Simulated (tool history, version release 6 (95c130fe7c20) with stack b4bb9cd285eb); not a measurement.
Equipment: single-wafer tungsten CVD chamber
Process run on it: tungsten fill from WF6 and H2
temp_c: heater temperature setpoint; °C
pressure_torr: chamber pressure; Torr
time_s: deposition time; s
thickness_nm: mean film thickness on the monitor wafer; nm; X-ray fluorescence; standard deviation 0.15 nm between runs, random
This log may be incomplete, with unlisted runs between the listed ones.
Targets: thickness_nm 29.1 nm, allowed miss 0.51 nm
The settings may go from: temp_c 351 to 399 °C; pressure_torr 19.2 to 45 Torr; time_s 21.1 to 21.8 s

run,day,temp_c,pressure_torr,time_s,thickness_nm
1,0,375,32.1,21.1,42.977
2,0.238,370,32,21.1,37.614
3,0.346,370,32,21.8,39.524
4,0.375,370,37.1,21.8,42.197
5,0.725,381,37.1,21.8,54.298
6,0.762,373,36.9,21.8,45.395
7,1.096,367,36.8,21.8,39.173
8,1.433,363,36.7,21.8,35.277
9,1.479,361,36.7,21.8,33.162
10,1.654,360,36.7,21.8,32.616
11,1.683,359,36.7,21.8,31.836
12,2.046,358,36.7,21.8,31.118
13,2.367,357,36.7,21.8,30.372

Which one of the following 4 next-run settings gets every result inside its allowed miss? There is exactly one.
A,2.688,354,38.5,21.1,?
B,2.688,355,37.1,21.1,?
C,2.688,357,32.9,21.1,?
D,2.688,357,35.6,21.1,?

move,thickness_nm
A,27.91
B,28.15
C,28.015
D,29.067
A: takes the result that was furthest off past its target
B: takes the result that was furthest off past its target
C: takes the result that was furthest off past its target
D: every result lands within tolerance
Answer: D

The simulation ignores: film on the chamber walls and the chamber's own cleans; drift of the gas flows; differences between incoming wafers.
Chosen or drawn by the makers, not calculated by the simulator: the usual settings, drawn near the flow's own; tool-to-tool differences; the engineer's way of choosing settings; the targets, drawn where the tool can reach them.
